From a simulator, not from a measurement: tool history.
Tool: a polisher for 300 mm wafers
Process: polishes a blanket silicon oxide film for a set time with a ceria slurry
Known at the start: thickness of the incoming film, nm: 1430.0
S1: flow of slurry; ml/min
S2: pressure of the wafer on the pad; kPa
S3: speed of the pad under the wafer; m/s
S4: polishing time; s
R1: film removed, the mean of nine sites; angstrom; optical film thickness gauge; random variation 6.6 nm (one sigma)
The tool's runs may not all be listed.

run  hour   S1    S2    S3  S4      R1
  1   0.0  245  26.2  1.08  51  2631.8
  2   3.7  275  26.2  1.08  51  2616.2
  3   5.5  275  29.6  1.12  51  3041.9
  4  11.0  275  29.6  1.26  51  3404.8
  5  14.3  275  32.4  1.28  51  3787.5
  6  18.1  275  34.5  1.30  51  4063.1
  7  26.6  275  35.9  1.32  51  4191.5
  8  35.1  275  37.2  1.34  51  4519.4

The next listed run, before its measurement:
  9  36.9  275  37.9  1.34  51   ?

R1: 4676.5 angstrom

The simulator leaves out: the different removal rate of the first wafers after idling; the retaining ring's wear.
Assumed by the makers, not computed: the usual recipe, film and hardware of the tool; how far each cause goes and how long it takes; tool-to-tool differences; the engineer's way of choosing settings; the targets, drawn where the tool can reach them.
